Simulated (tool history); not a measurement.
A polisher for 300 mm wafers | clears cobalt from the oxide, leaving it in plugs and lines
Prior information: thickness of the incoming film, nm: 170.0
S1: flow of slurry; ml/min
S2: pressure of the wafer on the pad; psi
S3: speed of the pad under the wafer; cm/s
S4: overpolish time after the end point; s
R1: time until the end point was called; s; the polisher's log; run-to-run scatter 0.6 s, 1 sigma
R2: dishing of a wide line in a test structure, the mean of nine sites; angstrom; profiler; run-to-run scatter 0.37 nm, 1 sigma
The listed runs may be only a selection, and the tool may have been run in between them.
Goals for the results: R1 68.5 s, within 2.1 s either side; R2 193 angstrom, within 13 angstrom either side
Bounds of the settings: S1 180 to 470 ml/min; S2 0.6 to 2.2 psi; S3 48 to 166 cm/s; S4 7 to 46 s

run,day,S1,S2,S3,S4,R1,R2
1,0,300,1.4,106,24,54.858,515.86
2,0.229,300,1.4,94,24,60.628,484.12
3,0.433,300,1.4,118,24,48.117,577.42
4,0.462,315,1.4,116,22,49.084,530.27
5,0.562,315,1.4,100,22,56.852,471
6,0.721,335,1.4,98,20,58.81,448.24
7,0.85,315,1.4,98,19,57.887,424.45
8,1.162,300,1.4,96,18,60.308,403.67
9,1.221,285,1.4,94,17,60.71,368.08
10,1.267,275,1.4,94,16,61.05,346.06
11,1.496,265,1.4,94,15,60.9,340.69
12,1.762,350,1.1,94,7,75.039,143.99
13,1.967,340,1.2,94,8,69.762,174.92

Next run, 5 choices. One meets every target within its allowed miss, the rest don't. Which?
A,2.171,345,1.1,100,7,?,?
B,2.171,390,1.2,90,7,?,?
C,2.171,375,1.2,98,7,?,?
D,2.171,320,1.4,80,8,?,?
E,2.171,215,1.3,92,9,?,?

move,R1,R2
A,70.094,151.86
B,71.278,149.53
C,65.807,160.94
D,70.393,171.03
E,67.835,196.81
A: further off than the last run
B: further off than the last run
C: further off than the last run
D: further off than the last run
E: every result within its allowed miss
The right move is E.
